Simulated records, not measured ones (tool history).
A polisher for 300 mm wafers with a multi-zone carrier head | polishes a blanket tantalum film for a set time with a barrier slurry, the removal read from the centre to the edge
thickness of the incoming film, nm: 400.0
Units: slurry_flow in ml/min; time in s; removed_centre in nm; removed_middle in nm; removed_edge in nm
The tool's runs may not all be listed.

{"run": 1, "hour": 0.0, "slurry_flow": 180, "centre_zone": 1.0, "middle_zone": 1.0, "edge_zone": 1.0, "slurry_solids": 1.0, "time": 38, "removed_centre": 57.961, "removed_middle": 56.678, "removed_edge": 53.823}
{"run": 2, "hour": 7.2, "slurry_flow": 180, "centre_zone": 1.0, "middle_zone": 1.0, "edge_zone": 1.0, "slurry_solids": 0.9, "time": 38, "removed_centre": 54.787, "removed_middle": 53.518, "removed_edge": 51.438}
{"run": 3, "hour": 15.1, "slurry_flow": 180, "centre_zone": 1.0, "middle_zone": 1.0, "edge_zone": 1.0, "slurry_solids": 0.9, "time": 46, "removed_centre": 66.783, "removed_middle": 64.369, "removed_edge": 61.374}
{"run": 4, "hour": 23.4, "slurry_flow": 180, "centre_zone": 1.0, "middle_zone": 1.0, "edge_zone": 1.05, "slurry_solids": 0.9, "time": 46, "removed_centre": 66.28, "removed_middle": 65.073, "removed_edge": 64.289}
{"run": 5, "hour": 32.0, "slurry_flow": 180, "centre_zone": 1.0, "middle_zone": 1.0, "edge_zone": 1.05, "slurry_solids": 0.9, "time": 37, "removed_centre": 53.873, "removed_middle": 51.678, "removed_edge": 51.919}
{"run": 6, "hour": 39.8, "slurry_flow": 180, "centre_zone": 1.0, "middle_zone": 1.0, "edge_zone": 1.02, "slurry_solids": 0.9, "time": 37, "removed_centre": 53.355, "removed_middle": 52.25, "removed_edge": 51.389}

Forecast run 7:
{"run": 7, "hour": 40.3, "slurry_flow": 160, "centre_zone": 0.94, "middle_zone": 1.02, "edge_zone": 1.02, "slurry_solids": 0.9, "time": 37, "removed_centre": "?", "removed_middle": "?", "removed_edge": "?"}

{"run 7": {"removed_centre": 48.952, "removed_middle": 51.551, "removed_edge": 50.432}}
